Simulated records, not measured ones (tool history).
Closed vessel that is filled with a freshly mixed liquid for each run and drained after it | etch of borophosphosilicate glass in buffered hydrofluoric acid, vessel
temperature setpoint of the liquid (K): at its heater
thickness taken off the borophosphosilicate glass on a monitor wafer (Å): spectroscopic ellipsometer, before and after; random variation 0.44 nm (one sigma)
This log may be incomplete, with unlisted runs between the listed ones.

| run | hour | temperature setpoint of the liquid (K) | parts of 40 % ammonium fluoride to one part of 49 % hydrofluoric acid (parts by volume) | time in the liquid (s) | thickness taken off the borophosphosilicate glass on a monitor wafer (Å) |
|---|---|---|---|---|---|
| 1 | 0 | 294.15 | 18.5 | 90 | 880.27 |
| 2 | 2.2 | 294.15 | 18.5 | 90 | 884.13 |
| 3 | 3.5 | 293.15 | 18.5 | 90 | 829.24 |
| 4 | 10.6 | 292.65 | 18.5 | 90 | 808.78 |
| 5 | 12.8 | 292.65 | 22.5 | 90 | 692.19 |
| 6 | 19.8 | 292.65 | 26.5 | 90 | 619.34 |

The next listed run, before its measurement:
| 7 | 22.3 | 293.65 | 26.5 | 90 | ? |

thickness taken off the borophosphosilicate glass on a monitor wafer (Å): 652.32

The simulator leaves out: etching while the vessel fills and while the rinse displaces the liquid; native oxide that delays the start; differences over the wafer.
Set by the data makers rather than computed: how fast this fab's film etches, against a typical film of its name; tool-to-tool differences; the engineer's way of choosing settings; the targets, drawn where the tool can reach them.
